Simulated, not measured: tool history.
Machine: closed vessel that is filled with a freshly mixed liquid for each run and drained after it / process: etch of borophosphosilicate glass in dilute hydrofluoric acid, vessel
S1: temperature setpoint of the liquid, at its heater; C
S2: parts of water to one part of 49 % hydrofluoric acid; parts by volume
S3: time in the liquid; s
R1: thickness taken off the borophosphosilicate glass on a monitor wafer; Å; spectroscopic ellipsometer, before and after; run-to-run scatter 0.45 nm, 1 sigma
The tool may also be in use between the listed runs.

run	day	S1	S2	S3	R1
1	0.000	21.0	50	35	566.45
2	0.042	21.0	60	35	464.90
3	0.358	21.0	60	35	459.44
4	0.658	21.5	60	35	476.32
5	0.754	19.0	60	35	418.23
6	0.812	19.0	60	30	361.09
7	1.146	19.5	60	30	372.08
8	1.329	20.0	60	30	377.77
9	1.688	20.5	60	30	386.56
# day 1.908: thermometer replaced
10	1.908	21.0	60	30	415.55
11	1.988	21.5	60	30	423.76
12	2.179	22.0	60	30	435.04
13	2.379	22.5	60	30	445.42

Run 14 is up next; what results do you expect?
14	2.533	22.5	60	30	?

Run 14 produced R1 449.22 Å.

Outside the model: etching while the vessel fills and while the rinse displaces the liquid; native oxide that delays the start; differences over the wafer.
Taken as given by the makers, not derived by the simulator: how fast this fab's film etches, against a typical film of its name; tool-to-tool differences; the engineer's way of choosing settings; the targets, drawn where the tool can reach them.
